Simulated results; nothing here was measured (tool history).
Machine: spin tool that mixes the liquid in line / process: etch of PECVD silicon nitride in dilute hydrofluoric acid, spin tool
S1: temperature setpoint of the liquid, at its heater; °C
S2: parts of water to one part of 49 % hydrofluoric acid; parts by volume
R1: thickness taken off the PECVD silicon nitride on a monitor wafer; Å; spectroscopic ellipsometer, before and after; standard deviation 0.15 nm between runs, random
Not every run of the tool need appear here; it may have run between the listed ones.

Run 1, hour 0.0: S1 25.0 °C, S2 280 parts by volume, time under the liquid (s) 315. Result: R1 17.624 Å.
Run 2, hour 7.7: S1 25.0 °C, S2 245 parts by volume, time under the liquid (s) 315. Result: R1 19.580 Å.
Run 3, hour 12.2: S1 25.0 °C, S2 245 parts by volume, time under the liquid (s) 340. Result: R1 21.003 Å.
Run 4, hour 13.9: S1 25.0 °C, S2 245 parts by volume, time under the liquid (s) 315. Result: R1 20.495 Å.
Run 5, hour 16.6: S1 25.0 °C, S2 325 parts by volume, time under the liquid (s) 315. Result: R1 15.093 Å.
Run 6, hour 21.0: S1 25.0 °C, S2 325 parts by volume, time under the liquid (s) 340. Result: R1 16.136 Å.
Run 7, hour 22.8: S1 26.5 °C, S2 285 parts by volume, time under the liquid (s) 340. Result: R1 21.488 Å.

What does the tool deliver on the next run?
Run 8, hour 28.8: S1 27.5 °C, S2 260 parts by volume, time under the liquid (s) 340. Result: R1 ?.

{"run 8": {"R1": 24.24}}

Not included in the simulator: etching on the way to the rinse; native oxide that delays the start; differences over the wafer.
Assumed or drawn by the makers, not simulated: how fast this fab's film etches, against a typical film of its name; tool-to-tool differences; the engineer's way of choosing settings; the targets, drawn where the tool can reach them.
